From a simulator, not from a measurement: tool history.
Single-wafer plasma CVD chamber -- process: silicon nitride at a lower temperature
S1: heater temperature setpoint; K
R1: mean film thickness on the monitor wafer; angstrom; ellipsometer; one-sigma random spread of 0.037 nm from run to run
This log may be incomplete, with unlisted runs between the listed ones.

Run 1, hour 0.0: S1 623.15 K, chamber pressure (Pa) 224, RF power (kW) 0.275, deposition time (s) 8.9. Result: R1 105.180 angstrom.
Run 2, hour 6.4: S1 623.15 K, chamber pressure (Pa) 224, RF power (kW) 0.275, deposition time (s) 8.4. Result: R1 99.176 angstrom.
Run 3, hour 14.1: S1 623.15 K, chamber pressure (Pa) 216, RF power (kW) 0.270, deposition time (s) 8.4. Result: R1 96.166 angstrom.
Run 4, hour 20.6: S1 623.15 K, chamber pressure (Pa) 208, RF power (kW) 0.270, deposition time (s) 8.4. Result: R1 95.758 angstrom.
Run 5, hour 22.5: S1 623.15 K, chamber pressure (Pa) 200, RF power (kW) 0.265, deposition time (s) 8.4. Result: R1 93.925 angstrom.
Run 6, hour 26.2: S1 623.15 K, chamber pressure (Pa) 195, RF power (kW) 0.260, deposition time (s) 8.4. Result: R1 92.190 angstrom.
Run 7, hour 29.9: S1 623.15 K, chamber pressure (Pa) 189, RF power (kW) 0.255, deposition time (s) 8.4. Result: R1 90.442 angstrom.
Run 8, hour 31.5: S1 623.15 K, chamber pressure (Pa) 185, RF power (kW) 0.255, deposition time (s) 8.4. Result: R1 89.678 angstrom.

Run 9, settings as shown, results not yet in. Your forecast:
Run 9, hour 39.8: S1 623.15 K, chamber pressure (Pa) 181, RF power (kW) 0.255, deposition time (s) 8.4. Result: R1 ?.

{"run 9": {"R1": 88.45}}
